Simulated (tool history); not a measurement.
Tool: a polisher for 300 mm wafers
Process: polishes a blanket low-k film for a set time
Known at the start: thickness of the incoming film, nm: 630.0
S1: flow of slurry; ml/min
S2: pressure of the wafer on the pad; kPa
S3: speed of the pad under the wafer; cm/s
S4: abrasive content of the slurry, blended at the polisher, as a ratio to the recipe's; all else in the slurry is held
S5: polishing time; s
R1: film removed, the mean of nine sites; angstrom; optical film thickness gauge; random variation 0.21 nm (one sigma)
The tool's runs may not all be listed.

{"run": 1, "day": 0.0, "S1": 315, "S2": 10.3, "S3": 88, "S4": 1, "S5": 102, "R1": 257.75}
{"run": 2, "day": 0.275, "S1": 315, "S2": 9.7, "S3": 88, "S4": 1, "S5": 102, "R1": 251.17}
{"run": 3, "day": 0.312, "S1": 315, "S2": 9.7, "S3": 80, "S4": 1, "S5": 102, "R1": 224.36}
{"run": 4, "day": 0.558, "S1": 315, "S2": 9, "S3": 80, "S4": 1, "S5": 102, "R1": 217.74}
{"run": 5, "day": 0.912, "S1": 315, "S2": 9, "S3": 70, "S4": 1, "S5": 102, "R1": 190.81}
{"run": 6, "day": 1.246, "S1": 315, "S2": 8.3, "S3": 70, "S4": 1, "S5": 102, "R1": 180.57}

Forecast run 7:
{"run": 7, "day": 1.425, "S1": 315, "S2": 7.6, "S3": 70, "S4": 1, "S5": 102, "R1": "?"}

Run 7 gave R1 166.35 angstrom.
